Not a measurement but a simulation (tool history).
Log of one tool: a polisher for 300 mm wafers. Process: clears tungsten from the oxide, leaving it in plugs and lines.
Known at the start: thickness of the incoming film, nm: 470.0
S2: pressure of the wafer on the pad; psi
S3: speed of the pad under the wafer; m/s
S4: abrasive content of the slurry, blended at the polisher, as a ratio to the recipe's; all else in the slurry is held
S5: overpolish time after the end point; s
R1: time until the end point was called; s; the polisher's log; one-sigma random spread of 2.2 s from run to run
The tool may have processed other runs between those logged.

{"run": 1, "hour": 0.0, "flow of slurry (ml/min)": 280, "S2": 4.6, "S3": 1.16, "S4": 1, "S5": 9, "R1": 74.239}
{"run": 2, "hour": 8.0, "flow of slurry (ml/min)": 280, "S2": 4.3, "S3": 1.14, "S4": 1, "S5": 9, "R1": 80.204}
{"run": 3, "hour": 13.5, "flow of slurry (ml/min)": 280, "S2": 4.3, "S3": 1.4, "S4": 1, "S5": 9, "R1": 66.63}
{"run": 4, "hour": 17.6, "flow of slurry (ml/min)": 335, "S2": 4.3, "S3": 1.4, "S4": 1, "S5": 9, "R1": 66.554}
{"run": 5, "hour": 18.6, "flow of slurry (ml/min)": 335, "S2": 4.3, "S3": 1.26, "S4": 1, "S5": 9, "R1": 76.434}
{"run": 6, "hour": 25.7, "flow of slurry (ml/min)": 335, "S2": 4.8, "S3": 1.26, "S4": 1, "S5": 9, "R1": 65.862}

Forecast run 7:
{"run": 7, "hour": 29.3, "flow of slurry (ml/min)": 335, "S2": 4.5, "S3": 1.24, "S4": 1, "S5": 9, "R1": "?"}

R1: 68.084 s
